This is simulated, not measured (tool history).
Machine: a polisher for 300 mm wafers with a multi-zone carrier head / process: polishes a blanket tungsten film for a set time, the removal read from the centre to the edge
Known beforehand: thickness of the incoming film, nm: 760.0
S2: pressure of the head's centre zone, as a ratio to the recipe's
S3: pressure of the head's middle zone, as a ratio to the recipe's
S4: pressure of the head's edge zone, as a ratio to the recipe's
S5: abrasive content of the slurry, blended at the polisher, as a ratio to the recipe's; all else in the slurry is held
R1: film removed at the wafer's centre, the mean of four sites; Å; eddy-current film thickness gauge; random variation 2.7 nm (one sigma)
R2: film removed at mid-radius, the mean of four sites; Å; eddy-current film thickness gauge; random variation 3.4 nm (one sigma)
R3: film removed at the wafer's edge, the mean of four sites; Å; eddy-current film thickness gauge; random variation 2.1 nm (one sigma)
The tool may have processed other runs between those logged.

Run 1, hour 0: flow of slurry (ml/min) 210, S2 1, S3 1, S4 1, S5 1, polishing time (s) 44. Result: R1 2010.4 Å, R2 2038.5 Å, R3 2184.4 Å.
Run 2, hour 5.9: flow of slurry (ml/min) 220, S2 1, S3 1.04, S4 1.02, S5 1.1, polishing time (s) 44. Result: R1 2142.7 Å, R2 2249.3 Å, R3 2269.2 Å.
Run 3, hour 14: flow of slurry (ml/min) 230, S2 0.99, S3 1.05, S4 1.05, S5 1.15, polishing time (s) 44. Result: R1 2209.6 Å, R2 2282.7 Å, R3 2327.1 Å.
Run 4, hour 16.4: flow of slurry (ml/min) 230, S2 0.99, S3 1.05, S4 1.05, S5 1.15, polishing time (s) 53. Result: R1 2589.4 Å, R2 2803.7 Å, R3 2829.4 Å.
Run 5, hour 18.7: flow of slurry (ml/min) 225, S2 0.98, S3 1.05, S4 1.03, S5 1.15, polishing time (s) 53. Result: R1 2561.8 Å, R2 2729.7 Å, R3 2826.1 Å.
Run 6, hour 20.6: flow of slurry (ml/min) 220, S2 0.98, S3 1.07, S4 1.02, S5 1.1, polishing time (s) 53. Result: R1 2479.9 Å, R2 2771.6 Å, R3 2719 Å.
Run 7, hour 24.8: flow of slurry (ml/min) 215, S2 0.98, S3 1.07, S4 1.02, S5 1.1, polishing time (s) 53. Result: R1 2480.3 Å, R2 2687.5 Å, R3 2743.3 Å.
At hour 26.8: slurry nozzle cleaned.
Run 8, hour 26.8: flow of slurry (ml/min) 215, S2 0.94, S3 1.11, S4 0.96, S5 1.05, polishing time (s) 53. Result: R1 2555.9 Å, R2 2888.9 Å, R3 2723.2 Å.

Estimate the outcome of run 9 from the log above:
Run 9, hour 31.2: flow of slurry (ml/min) 210, S2 0.94, S3 1.11, S4 0.96, S5 1.05, polishing time (s) 53. Result: R1 ?, R2 ?, R3 ?.

{"run 9": {"R1": 2557.9, "R2": 2888.9, "R3": 2786.5}}

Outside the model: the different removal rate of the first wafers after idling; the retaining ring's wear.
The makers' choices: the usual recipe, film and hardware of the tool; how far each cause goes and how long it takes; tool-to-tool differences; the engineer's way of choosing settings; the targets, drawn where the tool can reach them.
